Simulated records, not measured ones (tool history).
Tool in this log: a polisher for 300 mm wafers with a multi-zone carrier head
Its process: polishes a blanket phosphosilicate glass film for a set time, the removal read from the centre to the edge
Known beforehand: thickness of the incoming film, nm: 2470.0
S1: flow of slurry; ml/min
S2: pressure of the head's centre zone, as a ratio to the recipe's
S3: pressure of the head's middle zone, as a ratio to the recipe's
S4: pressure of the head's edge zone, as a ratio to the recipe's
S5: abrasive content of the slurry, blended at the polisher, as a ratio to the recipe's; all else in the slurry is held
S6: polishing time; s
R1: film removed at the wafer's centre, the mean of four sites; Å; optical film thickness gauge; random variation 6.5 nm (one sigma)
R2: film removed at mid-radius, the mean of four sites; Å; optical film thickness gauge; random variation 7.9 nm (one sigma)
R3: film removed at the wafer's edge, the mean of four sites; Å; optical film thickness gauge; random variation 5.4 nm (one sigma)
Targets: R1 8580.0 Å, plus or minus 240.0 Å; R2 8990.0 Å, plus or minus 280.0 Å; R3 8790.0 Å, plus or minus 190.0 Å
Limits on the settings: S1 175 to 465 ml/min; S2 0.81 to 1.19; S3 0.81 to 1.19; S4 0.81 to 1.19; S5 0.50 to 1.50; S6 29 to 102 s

run,hour,S1,S2,S3,S4,S5,S6,R1,R2,R3
1,0.0,295,1.00,1.00,1.00,1.00,65,6033.2,6249.5,6225.8
2,7.4,305,1.02,1.03,1.05,1.15,65,6634.6,6611.6,6714.7
3,12.6,310,1.02,1.06,1.07,1.25,67,6925.7,7243.3,7216.4
4,13.4,310,0.96,1.06,1.07,1.25,67,6630.2,7359.7,7245.8
5,14.5,320,0.99,1.08,1.09,1.30,68,7035.7,7648.6,7636.0
6,23.0,320,0.99,1.14,1.09,1.30,68,7026.4,7889.6,7592.1
7,24.7,380,1.09,1.19,1.19,1.50,68,8250.7,8533.2,8439.1
8,26.6,380,1.09,1.19,1.19,1.50,69,8420.1,8698.6,8671.4
9,35.6,380,1.09,1.19,1.18,1.50,69,8562.8,8790.7,8528.6
10,42.7,380,1.08,1.19,1.18,1.50,69,8333.7,8650.7,8476.9

Exercise: of the 4 proposed moves below, exactly one satisfies all targets within the stated allowed misses. Which move is it?
A,49.8,435,1.07,1.15,1.19,1.50,67,?,?,?
B,49.8,255,1.07,1.17,1.14,1.50,74,?,?,?
C,49.8,460,1.04,1.10,1.13,1.40,69,?,?,?
D,49.8,310,1.07,1.19,0.93,1.50,74,?,?,?

move,R1,R2,R3
A,8135.8,8412.6,8323.3
B,8577.6,9007.7,8701.2
C,7979.0,8248.9,8167.7
D,8745.1,9268.9,7978.5
A: moves away from the targets compared with the last run
B: hits every target within its allowed miss
C: moves away from the targets compared with the last run
D: moves away from the targets compared with the last run
Correct choice: B, which meets every target
